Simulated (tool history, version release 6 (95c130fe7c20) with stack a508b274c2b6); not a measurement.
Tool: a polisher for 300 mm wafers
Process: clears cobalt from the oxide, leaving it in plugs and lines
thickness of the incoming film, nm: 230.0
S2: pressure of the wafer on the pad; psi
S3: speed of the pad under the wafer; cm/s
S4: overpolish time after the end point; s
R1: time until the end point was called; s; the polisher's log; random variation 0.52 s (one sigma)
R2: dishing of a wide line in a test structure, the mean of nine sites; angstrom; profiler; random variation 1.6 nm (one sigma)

Run 1, hour 0: flow of slurry (ml/min) 120, S2 2 psi, S3 124 cm/s, S4 29 s. Result: R1 41.667 s, R2 814.12 angstrom.
Run 2, hour 4.5: flow of slurry (ml/min) 120, S2 2 psi, S3 104 cm/s, S4 29 s. Result: R1 47.114 s, R2 782.89 angstrom.
Run 3, hour 11.6: flow of slurry (ml/min) 120, S2 2.2 psi, S3 106 cm/s, S4 28 s. Result: R1 43.003 s, R2 822.94 angstrom.
Run 4, hour 15.5: flow of slurry (ml/min) 120, S2 2.4 psi, S3 110 cm/s, S4 24 s. Result: R1 38.291 s, R2 787.32 angstrom.
At hour 24: slurry nozzle cleaned.
Run 5, hour 24: flow of slurry (ml/min) 145, S2 2.4 psi, S3 110 cm/s, S4 24 s. Result: R1 37.218 s, R2 814.11 angstrom.
Run 6, hour 30: flow of slurry (ml/min) 145, S2 2.4 psi, S3 98 cm/s, S4 24 s. Result: R1 38.631 s, R2 771.52 angstrom.

The next listed run, before its measurement:
Run 7, hour 36.1: flow of slurry (ml/min) 145, S2 2.6 psi, S3 100 cm/s, S4 24 s. Result: R1 ?, R2 ?.

Run 7 gave R1 35.643 s, R2 774.48 angstrom.

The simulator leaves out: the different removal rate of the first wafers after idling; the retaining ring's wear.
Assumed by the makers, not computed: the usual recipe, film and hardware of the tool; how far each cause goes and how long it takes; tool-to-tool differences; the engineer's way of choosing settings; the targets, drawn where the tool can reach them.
